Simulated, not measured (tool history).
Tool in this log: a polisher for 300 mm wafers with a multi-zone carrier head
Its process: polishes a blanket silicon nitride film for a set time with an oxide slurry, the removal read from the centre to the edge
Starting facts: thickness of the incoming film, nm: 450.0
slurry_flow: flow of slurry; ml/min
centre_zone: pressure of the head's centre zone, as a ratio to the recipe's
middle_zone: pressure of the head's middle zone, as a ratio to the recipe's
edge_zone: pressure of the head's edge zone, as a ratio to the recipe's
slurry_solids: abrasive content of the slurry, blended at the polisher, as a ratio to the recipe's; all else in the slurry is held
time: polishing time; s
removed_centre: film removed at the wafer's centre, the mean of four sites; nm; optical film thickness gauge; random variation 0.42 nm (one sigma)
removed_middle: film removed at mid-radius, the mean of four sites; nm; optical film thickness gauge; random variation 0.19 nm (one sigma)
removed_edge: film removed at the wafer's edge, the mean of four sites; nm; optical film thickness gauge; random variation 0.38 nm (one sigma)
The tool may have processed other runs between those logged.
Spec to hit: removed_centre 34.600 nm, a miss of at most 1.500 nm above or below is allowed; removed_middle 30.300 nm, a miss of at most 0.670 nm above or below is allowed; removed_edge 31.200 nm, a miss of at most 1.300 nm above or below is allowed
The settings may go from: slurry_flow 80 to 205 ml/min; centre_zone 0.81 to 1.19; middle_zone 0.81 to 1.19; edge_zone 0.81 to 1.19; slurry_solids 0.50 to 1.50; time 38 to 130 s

Run 1, hour 0.0: slurry_flow 135 ml/min, centre_zone 1.00, middle_zone 1.00, edge_zone 1.00, slurry_solids 1.00, time 84 s. Result: removed_centre 40.808 nm, removed_middle 39.870 nm, removed_edge 41.530 nm.
Run 2, hour 8.6: slurry_flow 130 ml/min, centre_zone 1.01, middle_zone 0.99, edge_zone 0.98, slurry_solids 0.95, time 84 s. Result: removed_centre 39.607 nm, removed_middle 38.248 nm, removed_edge 39.403 nm.
Run 3, hour 12.5: slurry_flow 125 ml/min, centre_zone 1.01, middle_zone 0.97, edge_zone 0.96, slurry_solids 0.95, time 84 s. Result: removed_centre 40.129 nm, removed_middle 37.453 nm, removed_edge 38.523 nm.
Run 4, hour 15.9: slurry_flow 125 ml/min, centre_zone 1.01, middle_zone 0.97, edge_zone 0.96, slurry_solids 1.05, time 84 s. Result: removed_centre 40.271 nm, removed_middle 39.153 nm, removed_edge 41.079 nm.
Run 5, hour 22.6: slurry_flow 125 ml/min, centre_zone 0.93, middle_zone 0.97, edge_zone 0.96, slurry_solids 1.05, time 84 s. Result: removed_centre 38.847 nm, removed_middle 39.537 nm, removed_edge 39.963 nm.
Run 6, hour 30.0: slurry_flow 120 ml/min, centre_zone 0.93, middle_zone 0.95, edge_zone 0.94, slurry_solids 1.00, time 84 s. Result: removed_centre 36.473 nm, removed_middle 37.627 nm, removed_edge 39.658 nm.
Run 7, hour 30.8: slurry_flow 120 ml/min, centre_zone 0.95, middle_zone 0.95, edge_zone 0.92, slurry_solids 0.95, time 84 s. Result: removed_centre 37.034 nm, removed_middle 36.532 nm, removed_edge 37.128 nm.
Run 8, hour 38.2: slurry_flow 115 ml/min, centre_zone 0.96, middle_zone 0.94, edge_zone 0.91, slurry_solids 0.95, time 84 s. Result: removed_centre 36.560 nm, removed_middle 36.023 nm, removed_edge 38.062 nm.
Run 9, hour 40.1: slurry_flow 120 ml/min, centre_zone 0.96, middle_zone 0.93, edge_zone 0.90, slurry_solids 0.90, time 84 s. Result: removed_centre 36.011 nm, removed_middle 34.772 nm, removed_edge 36.056 nm.
Run 10, hour 43.3: slurry_flow 120 ml/min, centre_zone 0.96, middle_zone 0.92, edge_zone 0.89, slurry_solids 0.85, time 84 s. Result: removed_centre 35.558 nm, removed_middle 33.540 nm, removed_edge 35.268 nm.
Run 11, hour 47.6: slurry_flow 120 ml/min, centre_zone 0.97, middle_zone 0.92, edge_zone 0.88, slurry_solids 0.85, time 84 s. Result: removed_centre 35.827 nm, removed_middle 33.800 nm, removed_edge 34.463 nm.
Run 12, hour 53.6: slurry_flow 120 ml/min, centre_zone 0.98, middle_zone 0.91, edge_zone 0.87, slurry_solids 0.85, time 84 s. Result: removed_centre 35.611 nm, removed_middle 32.934 nm, removed_edge 34.121 nm.

Exercise: of the 5 proposed moves below, exactly one satisfies all targets within the stated allowed misses. Which move is it?
Run A, hour 59.6: slurry_flow 175 ml/min, centre_zone 1.04, middle_zone 0.92, edge_zone 0.91, slurry_solids 0.55, time 94 s. Result: removed_centre ?, removed_middle ?, removed_edge ?.
Run B, hour 59.6: slurry_flow 105 ml/min, centre_zone 0.89, middle_zone 0.81, edge_zone 0.93, slurry_solids 1.00, time 75 s. Result: removed_centre ?, removed_middle ?, removed_edge ?.
Run C, hour 59.6: slurry_flow 145 ml/min, centre_zone 1.02, middle_zone 0.94, edge_zone 0.86, slurry_solids 0.80, time 71 s. Result: removed_centre ?, removed_middle ?, removed_edge ?.
Run D, hour 59.6: slurry_flow 135 ml/min, centre_zone 0.97, middle_zone 1.02, edge_zone 0.83, slurry_solids 0.65, time 84 s. Result: removed_centre ?, removed_middle ?, removed_edge ?.
Run E, hour 59.6: slurry_flow 130 ml/min, centre_zone 0.97, middle_zone 0.84, edge_zone 0.95, slurry_solids 0.80, time 83 s. Result: removed_centre ?, removed_middle ?, removed_edge ?.

move  removed_centre  removed_middle  removed_edge
   A          34.066          30.193        32.067
   B          30.106          28.486        34.858
   C          31.096          28.721        29.428
   D          30.394          31.673        29.886
   E          33.803          30.021        35.579
A: hits every target within its allowed miss
B: moves the result that the last run missed by most past its target, out the other side
C: moves the result that the last run missed by most past its target, out the other side
D: moves toward the targets from the last run without getting all of them in spec
E: meets the target for the result that was furthest off, but another lies outside its allowed miss
Move A is the one to make.

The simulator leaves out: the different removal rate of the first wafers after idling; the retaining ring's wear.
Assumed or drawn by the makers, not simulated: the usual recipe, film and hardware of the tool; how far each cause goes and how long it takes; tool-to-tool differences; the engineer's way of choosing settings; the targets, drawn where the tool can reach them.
